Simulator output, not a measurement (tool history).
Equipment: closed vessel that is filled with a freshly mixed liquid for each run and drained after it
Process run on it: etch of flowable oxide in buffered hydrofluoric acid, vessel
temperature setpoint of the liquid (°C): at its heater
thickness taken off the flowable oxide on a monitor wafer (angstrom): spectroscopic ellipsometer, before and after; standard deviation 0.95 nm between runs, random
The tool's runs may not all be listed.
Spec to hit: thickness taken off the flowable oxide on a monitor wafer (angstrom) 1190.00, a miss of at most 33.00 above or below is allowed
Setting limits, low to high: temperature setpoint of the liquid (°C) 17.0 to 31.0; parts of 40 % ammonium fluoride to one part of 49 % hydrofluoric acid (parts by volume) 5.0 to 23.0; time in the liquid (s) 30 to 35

run,hour,temperature setpoint of the liquid (°C),parts of 40 % ammonium fluoride to one part of 49 % hydrofluoric acid (parts by volume),time in the liquid (s),thickness taken off the flowable oxide on a monitor wafer (angstrom)
1,0.0,23.0,14.0,35,919.47
2,2.4,24.0,14.0,35,973.80
3,4.9,24.0,16.5,35,834.97
4,12.7,24.0,15.0,35,911.76
5,19.3,21.0,15.0,35,781.33
6,28.3,20.0,15.0,35,727.14
7,32.6,21.5,15.0,35,793.96
8,36.7,22.5,15.0,35,833.18
9,45.1,22.5,15.0,35,836.03
10,50.5,26.5,14.5,35,1099.90
11,53.5,27.5,14.5,35,1145.00

Exactly one of the 5 candidate moves below puts every result within its allowed miss. Which one?
A,56.5,26.0,12.0,35,?
B,56.5,28.0,15.5,35,?
C,56.5,29.0,14.0,35,?
D,56.5,26.5,10.0,30,?
E,56.5,27.5,14.0,35,?

move,thickness taken off the flowable oxide on a monitor wafer (angstrom)
A,1267.60
B,1098.50
C,1279.60
D,1299.00
E,1181.70
A: takes the result that was furthest off past its target
B: lands further from the targets than the last run did
C: takes the result that was furthest off past its target
D: takes the result that was furthest off past its target
E: each result inside its tolerance
E is the move that brings every result within its allowed miss.

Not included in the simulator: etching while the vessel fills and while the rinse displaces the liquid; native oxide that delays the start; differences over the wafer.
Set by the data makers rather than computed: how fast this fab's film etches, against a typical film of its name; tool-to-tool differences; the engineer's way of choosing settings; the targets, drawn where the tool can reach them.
